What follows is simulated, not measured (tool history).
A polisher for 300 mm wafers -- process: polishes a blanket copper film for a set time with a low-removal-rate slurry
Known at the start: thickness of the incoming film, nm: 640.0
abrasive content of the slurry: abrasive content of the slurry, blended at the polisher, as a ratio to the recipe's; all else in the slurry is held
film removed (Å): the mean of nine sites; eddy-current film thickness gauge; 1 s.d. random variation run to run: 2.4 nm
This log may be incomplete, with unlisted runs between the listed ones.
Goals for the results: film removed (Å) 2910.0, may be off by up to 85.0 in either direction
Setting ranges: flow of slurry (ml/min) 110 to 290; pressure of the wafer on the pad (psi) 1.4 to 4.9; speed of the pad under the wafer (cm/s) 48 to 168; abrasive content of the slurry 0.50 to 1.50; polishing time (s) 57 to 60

| run | hour | flow of slurry (ml/min) | pressure of the wafer on the pad (psi) | speed of the pad under the wafer (cm/s) | abrasive content of the slurry | polishing time (s) | film removed (Å) |
|---|---|---|---|---|---|---|---|
| 1 | 0.0 | 185 | 3.1 | 108 | 1.00 | 57 | 1800.7 |
| 2 | 8.2 | 215 | 3.1 | 108 | 1.00 | 57 | 1840.2 |
| 3 | 17.1 | 220 | 3.4 | 108 | 1.00 | 57 | 1980.6 |
| 4 | 23.5 | 220 | 3.7 | 108 | 1.00 | 57 | 2122.4 |
| 5 | 31.7 | 220 | 3.7 | 108 | 0.90 | 57 | 2090.5 |
| 6 | 37.2 | 220 | 3.7 | 108 | 0.75 | 57 | 2013.1 |
| 7 | 42.0 | 220 | 4.0 | 110 | 0.75 | 57 | 2177.8 |
| 8 | 47.8 | 240 | 4.9 | 116 | 0.75 | 57 | 2697.8 |
| 9 | 53.7 | 240 | 4.9 | 118 | 0.75 | 57 | 2722.2 |
| 10 | 58.6 | 240 | 4.9 | 120 | 0.75 | 57 | 2793.9 |
| 11 | 65.6 | 240 | 4.9 | 122 | 0.75 | 57 | 2782.2 |

Which of these 5 next moves meets every target?
| A | 72.6 | 215 | 4.6 | 134 | 0.70 | 58 | ? |
| B | 72.6 | 175 | 4.8 | 116 | 0.75 | 59 | ? |
| C | 72.6 | 240 | 4.8 | 126 | 0.85 | 60 | ? |
| D | 72.6 | 240 | 4.5 | 126 | 0.60 | 59 | ? |
| E | 72.6 | 240 | 4.9 | 116 | 0.75 | 58 | ? |

| move | film removed (Å) |
|---|---|
| A | 2841.4 |
| B | 2624.5 |
| C | 3010.7 |
| D | 2666.5 |
| E | 2710.6 |
A: all results in spec
B: further off than the last run
C: moves the result that the last run missed by most past its target, out the other side
D: further off than the last run
E: further off than the last run
Move A is the one to make.

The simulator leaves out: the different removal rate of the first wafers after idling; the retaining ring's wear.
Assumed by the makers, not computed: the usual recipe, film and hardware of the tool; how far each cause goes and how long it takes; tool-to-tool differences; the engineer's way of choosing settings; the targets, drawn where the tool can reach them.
